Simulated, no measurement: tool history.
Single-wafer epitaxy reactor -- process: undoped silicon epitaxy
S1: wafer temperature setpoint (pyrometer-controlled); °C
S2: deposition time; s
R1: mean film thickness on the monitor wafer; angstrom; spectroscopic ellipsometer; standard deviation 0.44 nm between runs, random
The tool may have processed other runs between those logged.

run 1 hour=0 | S1=670 S2=467 | R1=1332.7
run 2 hour=1.3 | S1=667 S2=466 | R1=1273.9
run 3 hour=5.6 | S1=667 S2=514 | R1=1388.2
run 4 hour=11.4 | S1=667 S2=559 | R1=1506.6
run 5 hour=20.3 | S1=664 S2=543 | R1=1380.8
run 6 hour=26.6 | S1=661 S2=529 | R1=1288.7
run 7 hour=33.2 | S1=659 S2=513 | R1=1200.9

Estimate the outcome of run 8 from the log above:
run 8 hour=38.2 | S1=657 S2=500 | R1=?

R1: 1127.1 angstrom
